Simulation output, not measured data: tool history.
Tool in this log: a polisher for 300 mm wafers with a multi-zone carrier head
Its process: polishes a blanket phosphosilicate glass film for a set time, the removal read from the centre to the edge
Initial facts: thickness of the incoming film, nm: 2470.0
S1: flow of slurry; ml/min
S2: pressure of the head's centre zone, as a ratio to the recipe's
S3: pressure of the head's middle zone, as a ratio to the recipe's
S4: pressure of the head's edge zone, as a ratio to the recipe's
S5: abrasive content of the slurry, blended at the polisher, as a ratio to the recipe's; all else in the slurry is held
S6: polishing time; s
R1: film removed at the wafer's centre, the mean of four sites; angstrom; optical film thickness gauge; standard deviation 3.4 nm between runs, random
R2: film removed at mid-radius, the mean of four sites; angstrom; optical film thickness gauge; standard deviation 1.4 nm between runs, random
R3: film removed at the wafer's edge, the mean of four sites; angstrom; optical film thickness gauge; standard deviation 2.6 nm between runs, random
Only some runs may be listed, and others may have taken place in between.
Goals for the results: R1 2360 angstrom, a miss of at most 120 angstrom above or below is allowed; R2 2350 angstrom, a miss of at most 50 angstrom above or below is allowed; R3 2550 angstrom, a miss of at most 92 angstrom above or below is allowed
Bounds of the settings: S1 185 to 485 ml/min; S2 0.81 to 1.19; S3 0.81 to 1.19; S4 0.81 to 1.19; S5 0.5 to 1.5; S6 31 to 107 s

{"run": 1, "hour": 0.0, "S1": 310, "S2": 1, "S3": 1, "S4": 1, "S5": 1, "S6": 69, "R1": 4158.6, "R2": 3996.9, "R3": 4200.8}
{"run": 2, "hour": 6.2, "S1": 305, "S2": 0.98, "S3": 0.99, "S4": 0.98, "S5": 0.95, "S6": 67, "R1": 3794.8, "R2": 3764.2, "R3": 3860.7}
{"run": 3, "hour": 14.4, "S1": 300, "S2": 0.97, "S3": 0.97, "S4": 0.98, "S5": 0.9, "S6": 66, "R1": 3653.5, "R2": 3586.8, "R3": 3669.9}
{"run": 4, "hour": 21.5, "S1": 300, "S2": 0.97, "S3": 0.97, "S4": 0.98, "S5": 1, "S6": 66, "R1": 3787.2, "R2": 3699.7, "R3": 3976.5}
{"run": 5, "hour": 28.9, "S1": 300, "S2": 0.97, "S3": 0.97, "S4": 0.98, "S5": 0.8, "S6": 66, "R1": 3320.4, "R2": 3359.8, "R3": 3457.5}
{"run": 6, "hour": 29.9, "S1": 300, "S2": 0.97, "S3": 0.97, "S4": 0.98, "S5": 0.8, "S6": 81, "R1": 4219.9, "R2": 4132.7, "R3": 4315.1}
{"run": 7, "hour": 36.5, "S1": 295, "S2": 0.96, "S3": 0.95, "S4": 0.97, "S5": 0.75, "S6": 79, "R1": 3926.7, "R2": 3838.9, "R3": 4027.1}
{"run": 8, "hour": 39.2, "S1": 290, "S2": 0.95, "S3": 0.93, "S4": 0.96, "S5": 0.7, "S6": 77, "R1": 3621.2, "R2": 3596.8, "R3": 3683.5}
{"run": 9, "hour": 48.3, "S1": 250, "S2": 0.89, "S3": 0.83, "S4": 1.04, "S5": 0.5, "S6": 58, "R1": 2085.1, "R2": 1975.8, "R3": 2454.4}
{"run": 10, "hour": 51.2, "S1": 265, "S2": 0.89, "S3": 0.84, "S4": 1.03, "S5": 0.5, "S6": 58, "R1": 2167.3, "R2": 2019.3, "R3": 2418}
{"run": 11, "hour": 58.4, "S1": 275, "S2": 0.89, "S3": 0.85, "S4": 1.04, "S5": 0.5, "S6": 58, "R1": 2146, "R2": 2075.3, "R3": 2438.4}
{"run": 12, "hour": 64.9, "S1": 290, "S2": 0.89, "S3": 0.85, "S4": 1.05, "S5": 0.5, "S6": 58, "R1": 2143.1, "R2": 2069.4, "R3": 2467.6}
{"run": 13, "hour": 71.5, "S1": 305, "S2": 0.89, "S3": 0.86, "S4": 1.05, "S5": 0.5, "S6": 58, "R1": 2199.5, "R2": 2102.3, "R3": 2491.3}
{"run": 14, "hour": 76.4, "S1": 315, "S2": 0.89, "S3": 0.87, "S4": 1.05, "S5": 0.5, "S6": 58, "R1": 2146.4, "R2": 2120.9, "R3": 2517.2}
{"run": 15, "hour": 79.9, "S1": 320, "S2": 0.9, "S3": 0.88, "S4": 1.05, "S5": 0.5, "S6": 58, "R1": 2202.9, "R2": 2169.8, "R3": 2495.1}
{"run": 16, "hour": 84.0, "S1": 330, "S2": 0.9, "S3": 0.89, "S4": 1.05, "S5": 0.5, "S6": 58, "R1": 2194.4, "R2": 2163.3, "R3": 2514.1}
{"run": 17, "hour": 88.2, "S1": 330, "S2": 0.91, "S3": 0.9, "S4": 1.05, "S5": 0.5, "S6": 58, "R1": 2168.9, "R2": 2191.3, "R3": 2499.2}

Exactly one of the 5 candidate moves below puts every result within its allowed miss. Which one?
{"run": "A", "hour": 92.4, "S1": 305, "S2": 0.92, "S3": 0.92, "S4": 1.15, "S5": 0.6, "S6": 56, "R1": "?", "R2": "?", "R3": "?"}
{"run": "B", "hour": 92.4, "S1": 290, "S2": 0.81, "S3": 1.07, "S4": 1.19, "S5": 0.5, "S6": 55, "R1": "?", "R2": "?", "R3": "?"}
{"run": "C", "hour": 92.4, "S1": 255, "S2": 0.89, "S3": 0.87, "S4": 0.89, "S5": 0.5, "S6": 66, "R1": "?", "R2": "?", "R3": "?"}
{"run": "D", "hour": 92.4, "S1": 400, "S2": 0.93, "S3": 0.88, "S4": 1.01, "S5": 0.6, "S6": 54, "R1": "?", "R2": "?", "R3": "?"}
{"run": "E", "hour": 92.4, "S1": 280, "S2": 0.81, "S3": 1, "S4": 1.14, "S5": 0.5, "S6": 58, "R1": "?", "R2": "?", "R3": "?"}

move=A R1=2329.2 R2=2353.4 R3=2795.2
move=B R1=1808.4 R2=2359.7 R3=2508.2
move=C R1=2352.6 R2=2352.7 R3=2594.5
move=D R1=2321.7 R2=2232.7 R3=2566.9
move=E R1=1899.6 R2=2342.5 R3=2583
A: puts the biggest miss on target and leaves a different result outside tolerance
B: puts the biggest miss on target and leaves a different result outside tolerance
C: each result inside its tolerance
D: gains on the last run, yet a result remains outside its allowed miss
E: puts the biggest miss on target and leaves a different result outside tolerance
Correct choice: C, which meets every target
